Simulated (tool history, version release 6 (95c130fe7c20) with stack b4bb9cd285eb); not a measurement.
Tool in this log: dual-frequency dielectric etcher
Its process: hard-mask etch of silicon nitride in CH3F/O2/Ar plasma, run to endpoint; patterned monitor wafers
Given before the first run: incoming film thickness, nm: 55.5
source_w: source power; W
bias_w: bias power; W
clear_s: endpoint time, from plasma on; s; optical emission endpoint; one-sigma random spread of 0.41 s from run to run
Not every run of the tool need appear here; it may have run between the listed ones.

run 1 day=0.000 | source_w=550 bias_w=98 | clear_s=67.335
run 2 day=0.062 | source_w=610 bias_w=98 | clear_s=64.960
run 3 day=0.321 | source_w=580 bias_w=96 | clear_s=67.224
run 4 day=0.504 | source_w=580 bias_w=81 | clear_s=72.168
run 5 day=0.850 | source_w=540 bias_w=81 | clear_s=74.681
run 6 day=1.154 | source_w=540 bias_w=94 | clear_s=68.780

For run 7, what comes out?
run 7 day=1.254 | source_w=520 bias_w=92 | clear_s=?

clear_s: 71.697 s
